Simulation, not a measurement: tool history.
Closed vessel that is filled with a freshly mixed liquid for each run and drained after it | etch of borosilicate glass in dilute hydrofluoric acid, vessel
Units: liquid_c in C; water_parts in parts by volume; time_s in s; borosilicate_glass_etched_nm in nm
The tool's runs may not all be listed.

run	hour	liquid_c	water_parts	time_s	borosilicate_glass_etched_nm
1	0	21	115	30	4.4324
2	5.7	21	150	30	3.2823
3	10.2	21	170	30	2.8138
4	11.8	21	170	30	2.828
5	14.1	21	170	30	2.8434
6	19.1	22	160	30	3.1795
7	21.3	26	110	30	5.6764

The next listed run, before its measurement:
8	26.3	26.5	110	30	?

{"run 8": {"borosilicate_glass_etched_nm": 5.8288}}
